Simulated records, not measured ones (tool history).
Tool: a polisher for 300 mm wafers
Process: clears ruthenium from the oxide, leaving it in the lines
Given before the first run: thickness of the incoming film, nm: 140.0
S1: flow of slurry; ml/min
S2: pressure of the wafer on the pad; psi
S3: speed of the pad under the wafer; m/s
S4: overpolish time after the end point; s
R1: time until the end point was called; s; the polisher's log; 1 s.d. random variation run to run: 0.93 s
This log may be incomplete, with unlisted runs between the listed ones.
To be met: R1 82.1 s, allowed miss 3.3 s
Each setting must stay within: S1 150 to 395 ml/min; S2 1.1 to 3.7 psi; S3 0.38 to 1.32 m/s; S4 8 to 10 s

run  hour   S1   S2    S3  S4      R1
  1     0  250  2.4  0.84  10  157.29
  2     4  250  2.6  0.86  10   145.2
  3  11.9  250  2.6  1.04  10  120.84
  4  14.1  250  2.6   0.9  10  138.24
  5  19.5  250  2.6  1.04  10  119.62
  6  21.2  210  2.6  1.04  10  127.11
  7  28.7  230  2.7  1.04  10  115.14
  8  30.1  240  2.8  1.04  10   113.2
  9  37.1  250  2.9  1.04  10  110.06
 10  41.4  250  2.9  1.04  10  111.42
 11  46.3  255  3.1  1.06  10  99.451
 12  53.5  260  3.2  1.06  10  98.598
 13  55.4  260  3.3  1.06  10  94.049
 14  59.7  260  3.4  1.06  10   90.72
 15  62.2  260  3.5  1.06  10  87.844
 16  65.7  260  3.6  1.06  10  85.639

Which of these 4 next moves meets every target?
  A  69.2  290  3.7   1.2  10   ?
  B  69.2  245  3.3  1.08   8   ?
  C  69.2  295  3.4  1.26  10   ?
  D  69.2  180  3.5   1.2  10   ?

move      R1
   A  74.214
   B  93.719
   C  76.733
   D  83.433
A: the result that was furthest off in the last run now lies on the other side of its target
B: moves away from the targets compared with the last run
C: the result that was furthest off in the last run now lies on the other side of its target
D: all results land within tolerance of their targets
The right move is D.

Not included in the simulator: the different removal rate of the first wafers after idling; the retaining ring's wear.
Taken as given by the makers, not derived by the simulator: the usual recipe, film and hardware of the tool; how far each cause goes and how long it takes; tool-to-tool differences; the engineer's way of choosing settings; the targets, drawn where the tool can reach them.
